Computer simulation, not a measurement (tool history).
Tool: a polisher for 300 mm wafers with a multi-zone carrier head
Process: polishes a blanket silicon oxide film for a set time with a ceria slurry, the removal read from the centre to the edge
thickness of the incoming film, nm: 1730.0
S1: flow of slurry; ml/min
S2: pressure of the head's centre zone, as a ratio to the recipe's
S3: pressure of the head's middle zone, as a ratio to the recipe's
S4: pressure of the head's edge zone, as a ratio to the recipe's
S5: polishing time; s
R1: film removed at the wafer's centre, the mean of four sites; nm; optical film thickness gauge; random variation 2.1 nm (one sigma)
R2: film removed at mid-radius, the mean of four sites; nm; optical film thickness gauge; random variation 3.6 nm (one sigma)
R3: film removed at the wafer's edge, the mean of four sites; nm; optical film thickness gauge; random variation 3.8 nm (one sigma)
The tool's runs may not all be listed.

run	day	S1	S2	S3	S4	S5	R1	R2	R3
1	0	150	1	1	1	69	549.47	545.22	549.94
2	0.225	175	1	1	1	69	572.68	559.19	551.64
3	0.512	160	0.95	1	0.99	65	501.36	529.72	507.54
4	0.642	160	0.95	1	0.99	74	572.55	594.93	590.47
5	0.929	135	0.95	1	0.99	74	553.45	574.56	571.53
6	1.042	135	0.95	1	0.99	68	502.09	531.77	527.17

Forecast run 7:
7	1.079	125	0.92	0.99	0.99	64	?	?	?

{"run 7": {"R1": 447.62, "R2": 483.15, "R3": 493.46}}
